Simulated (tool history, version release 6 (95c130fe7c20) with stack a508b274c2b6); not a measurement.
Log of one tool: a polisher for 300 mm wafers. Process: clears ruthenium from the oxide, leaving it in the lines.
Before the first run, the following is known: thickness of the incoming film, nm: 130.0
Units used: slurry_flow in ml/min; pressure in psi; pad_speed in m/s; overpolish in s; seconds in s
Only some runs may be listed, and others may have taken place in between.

| run | hour | slurry_flow | pressure | pad_speed | overpolish | seconds |
|---|---|---|---|---|---|---|
| 1 | 0 | 170 | 1.8 | 1 | 40 | 110.17 |
| 2 | 6.8 | 170 | 1.8 | 1 | 43 | 112.23 |
| 3 | 13.4 | 170 | 1.8 | 1.24 | 43 | 89.298 |
| 4 | 14.2 | 130 | 1.8 | 1.24 | 43 | 96.259 |
| 5 | 20.1 | 100 | 1.8 | 1.24 | 43 | 103.7 |
| 6 | 22.2 | 100 | 1.8 | 1.24 | 43 | 100.82 |
| 7 | 24.6 | 115 | 1.9 | 1.24 | 43 | 94.352 |
| 8 | 26.1 | 115 | 1.9 | 1.24 | 43 | 93.182 |
| 9 | 31.6 | 125 | 1.9 | 1.24 | 43 | 91.934 |
| 10 | 35.2 | 135 | 1.9 | 1.24 | 43 | 88.636 |
| 11 | 40.9 | 140 | 1.9 | 1.24 | 43 | 87.819 |
| 12 | 41.8 | 145 | 1.9 | 1.24 | 43 | 87.431 |
| 13 | 44.5 | 150 | 1.9 | 1.24 | 43 | 87.025 |

For run 14, what comes out?
| 14 | 49.3 | 155 | 1.9 | 1.24 | 43 | ? |

{"run 14": {"seconds": 86.324}}
